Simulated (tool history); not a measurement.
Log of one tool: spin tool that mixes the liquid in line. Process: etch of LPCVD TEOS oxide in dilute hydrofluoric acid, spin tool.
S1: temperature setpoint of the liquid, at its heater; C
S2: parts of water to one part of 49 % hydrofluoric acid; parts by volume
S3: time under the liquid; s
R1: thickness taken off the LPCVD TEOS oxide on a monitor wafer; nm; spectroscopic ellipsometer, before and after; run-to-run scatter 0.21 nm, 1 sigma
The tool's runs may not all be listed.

run 1 hour=0 | S1=22 S2=60 S3=60 | R1=52.752
run 2 hour=7.3 | S1=22 S2=50 S3=60 | R1=63.95
run 3 hour=10.5 | S1=19 S2=50 S3=60 | R1=56.434
run 4 hour=13 | S1=17 S2=50 S3=60 | R1=51.713
run 5 hour=13.9 | S1=17 S2=55 S3=60 | R1=46.595
run 6 hour=22.7 | S1=17 S2=55 S3=65 | R1=50.51
run 7 hour=28.5 | S1=17 S2=55 S3=65 | R1=50.305
run 8 hour=34.7 | S1=17 S2=60 S3=65 | R1=46.445

Run 9 comes next. What will it give?
run 9 hour=40.5 | S1=17 S2=60 S3=65 | R1=?

{"run 9": {"R1": 45.891}}
